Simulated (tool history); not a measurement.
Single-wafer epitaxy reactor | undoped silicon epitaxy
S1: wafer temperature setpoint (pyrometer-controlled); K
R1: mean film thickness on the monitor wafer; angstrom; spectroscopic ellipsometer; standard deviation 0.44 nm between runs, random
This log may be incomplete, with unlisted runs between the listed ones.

run 1 hour=0.0 | S1=943.15 deposition_time_(s)=571 | R1=1525.80
run 2 hour=8.5 | S1=935.15 deposition_time_(s)=565 | R1=1299.80
run 3 hour=12.2 | S1=930.15 deposition_time_(s)=554 | R1=1160.80
run 4 hour=16.7 | S1=926.15 deposition_time_(s)=546 | R1=1058.40
run 5 hour=23.3 | S1=934.15 deposition_time_(s)=546 | R1=1234.30
run 6 hour=28.2 | S1=928.15 deposition_time_(s)=546 | R1=1100.00
run 7 hour=34.7 | S1=925.15 deposition_time_(s)=542 | R1=1041.40
run 8 hour=43.6 | S1=923.15 deposition_time_(s)=537 | R1=990.75
run 9 hour=46.1 | S1=922.15 deposition_time_(s)=535 | R1=970.00

Estimate the outcome of run 10 from the log above:
run 10 hour=48.0 | S1=921.15 deposition_time_(s)=533 | R1=?

R1: 937.57 angstrom
